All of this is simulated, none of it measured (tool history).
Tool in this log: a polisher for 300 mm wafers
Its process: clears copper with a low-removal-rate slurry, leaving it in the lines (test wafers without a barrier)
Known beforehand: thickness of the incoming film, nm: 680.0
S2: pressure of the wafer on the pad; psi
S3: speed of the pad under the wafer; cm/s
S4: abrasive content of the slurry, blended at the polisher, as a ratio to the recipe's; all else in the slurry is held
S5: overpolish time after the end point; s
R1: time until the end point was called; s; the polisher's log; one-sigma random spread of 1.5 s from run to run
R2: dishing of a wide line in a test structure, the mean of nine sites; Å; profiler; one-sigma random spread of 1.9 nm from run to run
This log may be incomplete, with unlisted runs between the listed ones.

{"run": 1, "hour": 0.0, "flow of slurry (ml/min)": 295, "S2": 3, "S3": 138, "S4": 1, "S5": 26, "R1": 195, "R2": 639.66}
{"run": 2, "hour": 8.6, "flow of slurry (ml/min)": 295, "S2": 3, "S3": 138, "S4": 0.9, "S5": 26, "R1": 197.03, "R2": 618.77}
{"run": 3, "hour": 12.0, "flow of slurry (ml/min)": 295, "S2": 2.4, "S3": 138, "S4": 0.9, "S5": 26, "R1": 243.88, "R2": 535.46}
{"run": 4, "hour": 15.3, "flow of slurry (ml/min)": 295, "S2": 2.4, "S3": 138, "S4": 1.05, "S5": 26, "R1": 226.39, "R2": 543.06}
{"run": 5, "hour": 22.0, "flow of slurry (ml/min)": 295, "S2": 3.1, "S3": 138, "S4": 1.05, "S5": 26, "R1": 188.27, "R2": 631.34}
{"run": 6, "hour": 29.3, "flow of slurry (ml/min)": 295, "S2": 3.3, "S3": 142, "S4": 1.05, "S5": 27, "R1": 175.4, "R2": 706.5}
{"run": 7, "hour": 32.8, "flow of slurry (ml/min)": 295, "S2": 3.5, "S3": 146, "S4": 1.05, "S5": 27, "R1": 164.27, "R2": 745.03}
{"run": 8, "hour": 35.8, "flow of slurry (ml/min)": 295, "S2": 3.5, "S3": 146, "S4": 1.05, "S5": 27, "R1": 159.43, "R2": 718.78}
{"run": 9, "hour": 37.2, "flow of slurry (ml/min)": 295, "S2": 3.7, "S3": 150, "S4": 1.05, "S5": 28, "R1": 150.02, "R2": 806.25}

The next listed run, before its measurement:
{"run": 10, "hour": 45.1, "flow of slurry (ml/min)": 300, "S2": 4.5, "S3": 170, "S4": 1.05, "S5": 27, "R1": "?", "R2": "?"}

R1: 111.07 s
R2: 938.79 Å

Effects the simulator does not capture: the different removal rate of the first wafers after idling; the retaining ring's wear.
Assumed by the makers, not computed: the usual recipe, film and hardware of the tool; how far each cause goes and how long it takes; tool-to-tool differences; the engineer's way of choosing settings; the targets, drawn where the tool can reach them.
